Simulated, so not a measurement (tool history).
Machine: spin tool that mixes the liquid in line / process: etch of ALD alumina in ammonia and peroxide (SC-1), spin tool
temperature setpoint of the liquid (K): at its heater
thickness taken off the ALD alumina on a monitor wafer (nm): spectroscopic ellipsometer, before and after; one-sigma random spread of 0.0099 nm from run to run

run	hour	temperature setpoint of the liquid (K)	parts of 29 % ammonia solution to one part of 30 % peroxide (parts by volume)	time under the liquid (s)	thickness taken off the ALD alumina on a monitor wafer (nm)
1	0	328.15	0.45	55	3.0438
2	2.4	328.15	0.45	55	3.0289
3	9.4	328.15	0.45	55	3.0676
4	13.1	332.65	0.45	55	3.8625
5	13.7	332.65	0.35	55	3.7967
6	20.7	332.65	0.4	55	3.8474
7	22.9	331.65	0.4	55	3.6396
8	28.4	330.65	0.4	55	3.4714
9	35.4	329.65	0.4	55	3.2743
10	43.4	329.15	0.4	55	3.1807
11	52.2	328.65	0.4	55	3.0875
12	56.4	328.15	0.4	55	3.0211
13	61.6	327.65	0.4	55	2.9455

The next listed run, before its measurement:
# hour 68.6: thermometer replaced
14	68.6	327.15	0.4	55	?

Run 14 produced thickness taken off the ALD alumina on a monitor wafer (nm) 3.0965.
